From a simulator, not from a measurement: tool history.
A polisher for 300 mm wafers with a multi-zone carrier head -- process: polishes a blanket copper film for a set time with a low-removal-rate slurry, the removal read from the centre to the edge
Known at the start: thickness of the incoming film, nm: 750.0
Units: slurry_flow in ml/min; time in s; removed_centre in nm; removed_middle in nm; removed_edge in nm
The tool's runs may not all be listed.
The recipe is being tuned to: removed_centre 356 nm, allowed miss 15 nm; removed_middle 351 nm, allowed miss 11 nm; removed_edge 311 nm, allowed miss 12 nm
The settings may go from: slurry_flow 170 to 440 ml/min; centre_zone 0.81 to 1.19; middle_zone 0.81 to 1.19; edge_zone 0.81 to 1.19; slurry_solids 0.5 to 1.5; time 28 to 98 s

run  hour  slurry_flow  centre_zone  middle_zone  edge_zone  slurry_solids  time  removed_centre  removed_middle  removed_edge
  1     0          280            1            1          1              1    63          224.89           226.3        211.98
  2   4.1          290         1.04         1.04       1.04           1.15    67          256.94          256.43        239.02
  3  10.4          320         1.04         1.04       1.04           1.15    67          268.18           256.4         233.6
  4  19.2          320         1.04         0.99       1.04           1.15    67          261.57           252.4        236.32
  5  24.8          320         1.12         0.99       1.04           1.15    67          279.58          253.36        239.83
  6  27.3          320         1.12         0.91       1.04           1.15    67          273.75          237.89        241.43
  7  32.7          310         1.11         0.97       1.05           1.25    71          299.21          266.51        261.98
  8  40.2          305         1.09         1.03       1.06           1.35    74          303.23          294.48        271.53
     43.6  -- edge zone pressure recalibrated
  9  43.6          305         1.11         1.05       1.07            1.4    76          328.78          305.84        299.78
 10  49.9          320          1.1         1.09       1.06           1.45    77          334.93          324.82        305.36
 11  52.3          335          1.1         1.11       1.04           1.45    77          341.42          327.12        300.44
 12  55.8          340          1.1         1.14       1.04           1.45    77           334.5          331.38        306.46

Pick the move, out of 4, that brings all results within their allowed miss; only one does.
  A  59.3          370         1.19         1.05       1.16           1.35    75               ?               ?             ?
  B  59.3          305         0.98         1.19       1.08           1.45    79               ?               ?             ?
  C  59.3          260         1.07         1.12       1.19            1.3    75               ?               ?             ?
  D  59.3          370          1.1         1.15       0.98           1.45    80               ?               ?             ?

move  removed_centre  removed_middle  removed_edge
   A          346.08           301.9        312.19
   B          313.34          344.81        318.83
   C           303.4          300.75        304.46
   D          353.46          347.51        313.49
A: moves away from the targets compared with the last run
B: puts the biggest miss on target and leaves a different result outside tolerance
C: moves away from the targets compared with the last run
D: meets every target
Go with D: it meets all targets.
